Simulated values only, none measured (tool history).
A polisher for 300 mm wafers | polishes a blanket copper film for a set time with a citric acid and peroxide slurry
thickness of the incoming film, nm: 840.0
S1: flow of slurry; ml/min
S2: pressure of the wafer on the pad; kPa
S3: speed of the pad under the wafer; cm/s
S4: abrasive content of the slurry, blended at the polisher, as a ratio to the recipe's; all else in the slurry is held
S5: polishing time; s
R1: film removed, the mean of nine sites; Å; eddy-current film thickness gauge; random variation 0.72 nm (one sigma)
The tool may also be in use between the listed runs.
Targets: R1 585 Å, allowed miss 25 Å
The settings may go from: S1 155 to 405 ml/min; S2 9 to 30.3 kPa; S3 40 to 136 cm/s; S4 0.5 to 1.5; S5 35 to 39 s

run  hour   S1    S2  S3  S4  S5      R1
  1     0  260  19.3  88   1  39  790.23
  2   1.1  260  17.9  88   1  39  737.03
  3   2.2  260  17.9  88   1  39  749.71
  4   7.2  260  16.5  88   1  39  704.41
  5  13.5  260  15.2  88   1  39  638.53
  6  21.2  235  15.2  88   1  39  646.03
     28.1  -- slurry blender recalibrated
  7  28.1  235  14.5  88   1  39  644.86
  8  30.8  235  13.8  88   1  39  616.85

Which of these 5 next moves meets every target?
  A  33.5  195  16.5   82  1.15  39   ?
  B  33.5  270  14.5   80  0.95  36   ?
  C  33.5  195     9  126  0.95  39   ?
  D  33.5  260  19.3   64   1.3  39   ?
  E  33.5  215  13.8   98   1.1  38   ?

move      R1
   A  674.36
   B  547.83
   C  594.18
   D  643.98
   E  671.97
A: further off than the last run
B: takes the result that was furthest off past its target
C: meets every target
D: further off than the last run
E: further off than the last run
The right move is C.

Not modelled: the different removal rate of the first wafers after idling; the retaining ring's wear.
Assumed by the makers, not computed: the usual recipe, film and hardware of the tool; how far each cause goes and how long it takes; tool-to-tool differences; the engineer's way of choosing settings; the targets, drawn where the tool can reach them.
